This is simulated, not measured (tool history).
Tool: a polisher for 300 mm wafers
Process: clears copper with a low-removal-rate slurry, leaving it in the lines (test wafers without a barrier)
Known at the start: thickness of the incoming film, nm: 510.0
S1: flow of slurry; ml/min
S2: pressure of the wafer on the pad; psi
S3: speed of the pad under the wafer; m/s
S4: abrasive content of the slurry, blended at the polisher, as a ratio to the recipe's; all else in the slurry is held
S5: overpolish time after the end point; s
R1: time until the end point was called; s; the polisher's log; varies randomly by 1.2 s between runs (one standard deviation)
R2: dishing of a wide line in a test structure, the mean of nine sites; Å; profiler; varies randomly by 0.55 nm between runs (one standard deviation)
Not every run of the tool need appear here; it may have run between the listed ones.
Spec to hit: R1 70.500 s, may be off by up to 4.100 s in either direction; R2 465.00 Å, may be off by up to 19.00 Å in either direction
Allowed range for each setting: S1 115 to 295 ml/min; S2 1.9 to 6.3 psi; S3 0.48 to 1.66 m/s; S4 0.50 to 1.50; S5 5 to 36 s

run	day	S1	S2	S3	S4	S5	R1	R2
1	0.000	190	4.1	1.06	1.00	18	108.390	393.11
2	0.375	190	3.3	1.06	1.00	18	128.630	348.02
3	0.458	190	3.9	1.08	1.00	17	107.480	380.56
4	0.642	190	3.9	0.90	1.00	17	125.260	337.48
5	0.762	190	4.5	0.92	1.00	17	114.640	363.20
6	1.008	190	3.9	0.92	1.00	17	129.930	354.34
7	1.092	190	4.5	0.94	1.00	17	108.680	375.49
8	1.346	190	5.0	0.94	1.00	17	96.755	387.11
9	1.642	190	6.1	1.00	1.00	20	75.214	473.97
10	1.900	190	6.2	1.00	1.00	20	76.359	484.41

5 next moves are on the table. One of them brings every result within its allowed miss. Which?
A	2.158	170	5.6	1.30	0.65	18	?	?
B	2.158	220	5.4	0.90	1.30	19	?	?
C	2.158	185	6.3	0.96	0.85	20	?	?
D	2.158	190	6.2	0.94	0.80	20	?	?
E	2.158	250	5.7	0.88	1.05	23	?	?

move	R1	R2
A	70.617	481.14
B	88.156	451.94
C	79.344	481.62
D	82.845	474.18
E	87.809	485.78
A: every result within its allowed miss
B: further off than the last run
C: further off than the last run
D: further off than the last run
E: further off than the last run
Answer: A

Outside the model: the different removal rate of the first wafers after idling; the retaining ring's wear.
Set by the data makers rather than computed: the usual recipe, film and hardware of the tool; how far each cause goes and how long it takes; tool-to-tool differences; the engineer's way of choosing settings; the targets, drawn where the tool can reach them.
